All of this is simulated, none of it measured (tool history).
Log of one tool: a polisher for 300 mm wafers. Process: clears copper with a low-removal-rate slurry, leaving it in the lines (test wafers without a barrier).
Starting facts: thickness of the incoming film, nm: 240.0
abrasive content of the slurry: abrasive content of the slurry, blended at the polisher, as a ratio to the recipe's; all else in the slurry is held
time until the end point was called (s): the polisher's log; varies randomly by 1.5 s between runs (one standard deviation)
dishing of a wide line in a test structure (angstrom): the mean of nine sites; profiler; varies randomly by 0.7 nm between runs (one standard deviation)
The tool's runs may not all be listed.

run	day	flow of slurry (ml/min)	pressure of the wafer on the pad (kPa)	speed of the pad under the wafer (m/s)	abrasive content of the slurry	overpolish time after the end point (s)	time until the end point was called (s)	dishing of a wide line in a test structure (angstrom)
1	0	285	17.2	0.86	1	18	119.32	238.57
2	0.275	285	17.2	0.86	1.15	18	114.55	255.51
3	0.467	285	17.2	0.86	1.15	13	114.7	188.74
4	0.708	285	17.2	0.86	1.15	20	112.8	282.62
5	1.05	285	17.2	0.86	1.15	13	114.46	183.75
6	1.396	285	17.2	0.86	1.05	13	118.5	180.64
7	1.596	285	18.6	0.86	1.05	14	107.75	203.54

What will run 8 give?
8	1.912	285	23.4	0.88	1.05	18	?	?

{"run 8": {"time until the end point was called (s)": 85.383, "dishing of a wide line in a test structure (angstrom)": 337.74}}
